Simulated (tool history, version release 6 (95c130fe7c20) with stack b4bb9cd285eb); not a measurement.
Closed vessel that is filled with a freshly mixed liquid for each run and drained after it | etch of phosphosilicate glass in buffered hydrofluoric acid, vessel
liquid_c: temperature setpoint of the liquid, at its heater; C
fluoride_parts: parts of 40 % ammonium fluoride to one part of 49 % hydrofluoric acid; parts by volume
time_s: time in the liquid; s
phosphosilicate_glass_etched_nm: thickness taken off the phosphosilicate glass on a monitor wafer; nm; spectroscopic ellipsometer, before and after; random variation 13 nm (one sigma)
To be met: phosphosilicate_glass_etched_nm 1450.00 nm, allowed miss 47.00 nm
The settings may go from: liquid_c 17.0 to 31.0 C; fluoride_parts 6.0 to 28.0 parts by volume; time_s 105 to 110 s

run,hour,liquid_c,fluoride_parts,time_s,phosphosilicate_glass_etched_nm
1,0.0,23.0,17.0,105,561.07
2,4.9,19.5,17.0,105,456.51
3,9.3,21.0,15.5,105,539.94
4,12.2,22.5,14.5,105,637.11
5,13.8,22.5,14.5,105,649.69
6,20.9,25.0,14.5,105,723.76
7,24.9,26.0,13.5,105,817.27
8,27.9,26.5,12.5,105,912.12
9,32.7,27.0,12.0,105,973.97
10,41.2,27.5,11.5,105,1046.50

Which of these 5 next moves meets every target?
A,49.7,30.0,10.0,110,?
B,49.7,26.0,13.0,105,?
C,49.7,30.0,10.0,105,?
D,49.7,28.5,10.0,110,?
E,49.7,26.0,11.5,105,?

move,phosphosilicate_glass_etched_nm
A,1442.10
B,861.71
C,1376.50
D,1332.50
E,971.41
A: meets every target
B: further off than the last run
C: nearer than the last run, and not there yet
D: nearer than the last run, and not there yet
E: further off than the last run
Answer: A
